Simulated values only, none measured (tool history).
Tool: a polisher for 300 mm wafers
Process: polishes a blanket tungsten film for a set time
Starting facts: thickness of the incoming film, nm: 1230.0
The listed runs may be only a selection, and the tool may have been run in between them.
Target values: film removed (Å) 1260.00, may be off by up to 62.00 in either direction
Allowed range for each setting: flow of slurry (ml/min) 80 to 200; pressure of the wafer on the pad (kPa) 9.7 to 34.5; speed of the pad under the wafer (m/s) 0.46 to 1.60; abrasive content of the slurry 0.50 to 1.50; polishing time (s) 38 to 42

| run | day | flow of slurry (ml/min) | pressure of the wafer on the pad (kPa) | speed of the pad under the wafer (m/s) | abrasive content of the slurry | polishing time (s) | film removed (Å) |
|---|---|---|---|---|---|---|---|
| 1 | 0.000 | 130 | 22.1 | 1.02 | 1.00 | 42 | 2051.40 |
| 2 | 0.192 | 130 | 20.7 | 1.02 | 1.00 | 42 | 1941.90 |
| 3 | 0.442 | 110 | 20.7 | 1.02 | 1.00 | 42 | 1902.60 |
| 4 | 0.733 | 110 | 19.3 | 1.02 | 1.00 | 42 | 1756.60 |
| 5 | 0.767 | 110 | 17.9 | 1.02 | 1.00 | 42 | 1592.00 |
| 6 | 0.971 | 90 | 17.9 | 1.02 | 1.00 | 42 | 1536.10 |
| 7 | 1.121 | 90 | 17.2 | 1.02 | 1.00 | 42 | 1505.90 |
| 8 | 1.200 | 90 | 16.5 | 1.02 | 1.00 | 42 | 1466.10 |
| 9 | 1.442 | 90 | 13.1 | 1.00 | 1.00 | 42 | 1106.00 |

5 candidate next runs follow, results not yet known. Just one meets every target within its allowed miss. Identify it.
| A | 1.683 | 80 | 14.5 | 0.84 | 0.95 | 39 | ? |
| B | 1.683 | 90 | 12.4 | 1.04 | 0.85 | 39 | ? |
| C | 1.683 | 90 | 14.5 | 0.84 | 1.00 | 39 | ? |
| D | 1.683 | 95 | 11.0 | 1.12 | 1.00 | 42 | ? |
| E | 1.683 | 80 | 13.1 | 1.12 | 1.10 | 42 | ? |

| move | film removed (Å) |
|---|---|
| A | 924.02 |
| B | 972.92 |
| C | 966.39 |
| D | 1075.50 |
| E | 1252.50 |
A: its largest miss is bigger than the last run's
B: its largest miss is bigger than the last run's
C: its largest miss is bigger than the last run's
D: its largest miss is bigger than the last run's
E: every result lands within tolerance
E is the move that brings every result within its allowed miss.
